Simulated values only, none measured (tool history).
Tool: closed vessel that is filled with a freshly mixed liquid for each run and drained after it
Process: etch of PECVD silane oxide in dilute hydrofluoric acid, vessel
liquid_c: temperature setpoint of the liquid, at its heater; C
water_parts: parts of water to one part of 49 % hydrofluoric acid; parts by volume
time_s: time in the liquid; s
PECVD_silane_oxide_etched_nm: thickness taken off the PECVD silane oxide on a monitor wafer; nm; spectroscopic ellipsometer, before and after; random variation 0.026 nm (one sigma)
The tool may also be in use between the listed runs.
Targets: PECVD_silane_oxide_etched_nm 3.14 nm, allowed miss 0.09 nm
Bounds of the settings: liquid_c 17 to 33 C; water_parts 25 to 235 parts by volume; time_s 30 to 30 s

Run 1, hour 0: liquid_c 25 C, water_parts 130 parts by volume, time_s 30 s. Result: PECVD_silane_oxide_etched_nm 4.0433 nm.
Run 2, hour 2.7: liquid_c 23.5 C, water_parts 130 parts by volume, time_s 30 s. Result: PECVD_silane_oxide_etched_nm 3.7929 nm.
Run 3, hour 5.7: liquid_c 23.5 C, water_parts 90 parts by volume, time_s 30 s. Result: PECVD_silane_oxide_etched_nm 5.7613 nm.
Run 4, hour 8.1: liquid_c 23.5 C, water_parts 90 parts by volume, time_s 30 s. Result: PECVD_silane_oxide_etched_nm 5.7343 nm.
Run 5, hour 12.5: liquid_c 23.5 C, water_parts 90 parts by volume, time_s 30 s. Result: PECVD_silane_oxide_etched_nm 5.6863 nm.
Run 6, hour 15.5: liquid_c 23.5 C, water_parts 130 parts by volume, time_s 30 s. Result: PECVD_silane_oxide_etched_nm 3.7418 nm.
Run 7, hour 17.3: liquid_c 23.5 C, water_parts 130 parts by volume, time_s 30 s. Result: PECVD_silane_oxide_etched_nm 3.7582 nm.
Run 8, hour 24.8: liquid_c 22.5 C, water_parts 130 parts by volume, time_s 30 s. Result: PECVD_silane_oxide_etched_nm 3.6795 nm.
Run 9, hour 25.9: liquid_c 21.5 C, water_parts 130 parts by volume, time_s 30 s. Result: PECVD_silane_oxide_etched_nm 3.4824 nm.
Run 10, hour 29.7: liquid_c 21 C, water_parts 130 parts by volume, time_s 30 s. Result: PECVD_silane_oxide_etched_nm 3.4327 nm.
Run 11, hour 35.1: liquid_c 20.5 C, water_parts 130 parts by volume, time_s 30 s. Result: PECVD_silane_oxide_etched_nm 3.4036 nm.
Run 12, hour 38.7: liquid_c 20.5 C, water_parts 130 parts by volume, time_s 30 s. Result: PECVD_silane_oxide_etched_nm 3.3351 nm.
Run 13, hour 47.2: liquid_c 20 C, water_parts 130 parts by volume, time_s 30 s. Result: PECVD_silane_oxide_etched_nm 3.3042 nm.

4 next moves are on the table. One of them brings every result within its allowed miss. Which?
Run A, hour 55.7: liquid_c 17 C, water_parts 110 parts by volume, time_s 30 s. Result: PECVD_silane_oxide_etched_nm ?.
Run B, hour 55.7: liquid_c 17.5 C, water_parts 125 parts by volume, time_s 30 s. Result: PECVD_silane_oxide_etched_nm ?.
Run C, hour 55.7: liquid_c 18 C, water_parts 120 parts by volume, time_s 30 s. Result: PECVD_silane_oxide_etched_nm ?.
Run D, hour 55.7: liquid_c 19.5 C, water_parts 120 parts by volume, time_s 30 s. Result: PECVD_silane_oxide_etched_nm ?.

move  PECVD_silane_oxide_etched_nm
   A                        3.4781
   B                        3.0777
   C                        3.2897
   D                        3.4985
A: further off than the last run
B: meets every target
C: nearer than the last run, and not there yet
D: further off than the last run
Answer: B

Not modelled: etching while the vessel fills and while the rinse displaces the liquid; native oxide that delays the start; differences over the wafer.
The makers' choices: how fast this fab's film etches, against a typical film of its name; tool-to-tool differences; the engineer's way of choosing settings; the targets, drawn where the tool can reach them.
